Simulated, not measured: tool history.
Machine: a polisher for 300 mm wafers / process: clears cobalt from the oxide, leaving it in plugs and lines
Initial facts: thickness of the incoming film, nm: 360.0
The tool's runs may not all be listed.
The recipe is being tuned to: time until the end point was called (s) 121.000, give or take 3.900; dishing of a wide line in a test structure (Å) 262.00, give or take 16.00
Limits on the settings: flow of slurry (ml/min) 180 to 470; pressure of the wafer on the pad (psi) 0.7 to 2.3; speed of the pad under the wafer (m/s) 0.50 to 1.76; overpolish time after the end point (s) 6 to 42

| run | hour | flow of slurry (ml/min) | pressure of the wafer on the pad (psi) | speed of the pad under the wafer (m/s) | overpolish time after the end point (s) | time until the end point was called (s) | dishing of a wide line in a test structure (Å) |
|---|---|---|---|---|---|---|---|
| 1 | 0.0 | 300 | 1.5 | 1.12 | 21 | 92.353 | 389.74 |
| 2 | 5.2 | 335 | 1.5 | 1.12 | 21 | 93.240 | 389.37 |
| 3 | 11.2 | 335 | 1.5 | 1.12 | 20 | 92.196 | 381.80 |
| 4 | 17.9 | 335 | 1.5 | 1.12 | 28 | 91.969 | 431.58 |
| 5 | 20.0 | 335 | 1.3 | 1.12 | 28 | 106.980 | 403.31 |
|  | 25.7 | head pressure recalibrated |
| 6 | 25.7 | 335 | 1.3 | 1.24 | 28 | 103.770 | 407.56 |
| 7 | 28.9 | 335 | 1.0 | 1.24 | 18 | 131.520 | 298.59 |
| 8 | 35.1 | 340 | 1.2 | 1.24 | 9 | 111.430 | 214.55 |
| 9 | 41.4 | 335 | 1.1 | 1.26 | 16 | 118.340 | 296.51 |
| 10 | 44.4 | 335 | 1.1 | 1.26 | 16 | 120.120 | 298.84 |
| 11 | 46.4 | 340 | 1.1 | 1.26 | 16 | 119.910 | 299.98 |
| 12 | 51.3 | 340 | 1.1 | 1.26 | 9 | 119.880 | 201.97 |
| 13 | 55.7 | 335 | 1.1 | 1.26 | 10 | 121.040 | 217.17 |

Next run, 5 choices. One meets every target within its allowed miss, the rest don't. Which?
| A | 60.1 | 335 | 1.1 | 1.24 | 10 | ? | ? |
| B | 60.1 | 360 | 1.0 | 1.36 | 13 | ? | ? |
| C | 60.1 | 310 | 0.9 | 1.48 | 11 | ? | ? |
| D | 60.1 | 345 | 1.1 | 1.26 | 16 | ? | ? |
| E | 60.1 | 415 | 1.1 | 1.24 | 6 | ? | ? |

| move | time until the end point was called (s) | dishing of a wide line in a test structure (Å) |
|---|---|---|
| A | 121.820 | 215.94 |
| B | 121.330 | 260.04 |
| C | 124.950 | 227.18 |
| D | 119.670 | 298.74 |
| E | 120.010 | 146.40 |
A: about the same distance from the targets as the last run
B: in spec on every target
C: better than the last run, though not everything is in spec
D: takes the biggest miss from the last run beyond its target
E: the biggest miss grows against the last run
The move that meets every target is B.

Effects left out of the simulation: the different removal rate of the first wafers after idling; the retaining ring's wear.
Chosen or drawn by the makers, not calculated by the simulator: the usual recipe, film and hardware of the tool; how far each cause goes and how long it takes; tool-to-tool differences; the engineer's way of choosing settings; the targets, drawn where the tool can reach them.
